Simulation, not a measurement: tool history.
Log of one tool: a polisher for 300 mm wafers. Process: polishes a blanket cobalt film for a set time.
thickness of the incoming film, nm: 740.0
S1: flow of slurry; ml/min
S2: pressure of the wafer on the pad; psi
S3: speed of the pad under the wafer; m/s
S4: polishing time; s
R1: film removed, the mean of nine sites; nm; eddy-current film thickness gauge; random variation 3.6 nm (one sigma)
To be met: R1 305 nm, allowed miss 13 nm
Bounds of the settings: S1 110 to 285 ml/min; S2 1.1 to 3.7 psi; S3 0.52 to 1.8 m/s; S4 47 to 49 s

run  hour   S1   S2    S3  S4      R1
  1     0  180  2.4  1.16  47  375.68
  2     5  180  2.3  1.16  47  351.93
  3  11.1  180  2.3  1.16  49  372.48
  4  19.6  195  2.3  1.16  49  380.34
  5  21.3  195  2.3  1.16  47  367.74
  6  27.4  185  2.3  1.16  47  358.88
  7  32.5  180  2.3  1.16  47  357.39
     36.4  -- slurry nozzle cleaned
  8  36.4  175  2.3  1.16  47  380.24
  9  43.9  185  2.3  1.16  47  378.38
 10  47.6  180  2.2  1.16  47  371.11
 11  48.3  180  2.2  1.12  47  354.19
 12  55.2  180  2.1   1.1  47   333.1

4 next moves are on the table. One of them brings every result within its allowed miss. Which?
  A  62.1  180  1.9  1.22  48   ?
  B  62.1  205  2.5   0.9  48   ?
  C  62.1  210  2.2  0.92  47   ?
  D  62.1  185  2.1  1.02  49   ?

move      R1
   A   346.9
   B  342.78
   C  303.75
   D   329.1
A: further off than the last run
B: further off than the last run
C: meets every target
D: nearer than the last run, and not there yet
Answer: C

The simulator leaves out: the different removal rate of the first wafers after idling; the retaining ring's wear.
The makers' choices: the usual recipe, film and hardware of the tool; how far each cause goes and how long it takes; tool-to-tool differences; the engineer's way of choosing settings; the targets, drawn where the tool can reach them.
